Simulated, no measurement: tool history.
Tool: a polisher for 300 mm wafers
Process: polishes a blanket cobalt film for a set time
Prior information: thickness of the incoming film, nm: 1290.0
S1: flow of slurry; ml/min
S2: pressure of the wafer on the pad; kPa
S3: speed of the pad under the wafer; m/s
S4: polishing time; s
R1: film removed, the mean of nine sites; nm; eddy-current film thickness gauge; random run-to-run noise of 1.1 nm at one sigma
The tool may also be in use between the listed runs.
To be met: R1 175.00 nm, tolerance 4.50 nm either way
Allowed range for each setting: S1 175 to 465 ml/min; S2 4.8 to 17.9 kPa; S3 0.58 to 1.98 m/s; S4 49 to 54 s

run  hour   S1    S2    S3  S4      R1
  1   0.0  295  11.0  1.28  54  240.58
  2   3.5  295  11.0  1.28  54  243.30
  3  12.5  295  10.3  1.28  54  229.10
  4  19.6  295   7.6  1.28  54  194.89
  5  27.8  295   7.6  1.58  54  237.81
  6  35.7  295   7.6  1.84  54  275.39
  7  39.2  295   6.9  1.74  54  250.63
  8  44.6  295   6.2  1.66  54  225.75
  9  46.9  295   5.5  1.60  54  204.61

Which one of the following 5 next-run settings gets every result inside its allowed miss? There is exactly one.
  A  49.2  290  7.6  1.74  51   ?
  B  49.2  290  5.5  1.48  54   ?
  C  49.2  275  5.5  1.72  54   ?
  D  49.2  295  5.5  1.52  52   ?
  E  49.2  335  6.2  1.38  50   ?

move      R1
   A  244.18
   B  188.66
   C  217.76
   D  186.65
   E  173.92
A: lands further from the targets than the last run did
B: better than the last run, though not everything is in spec
C: lands further from the targets than the last run did
D: better than the last run, though not everything is in spec
E: every result within its allowed miss
E is the move that brings every result within its allowed miss.
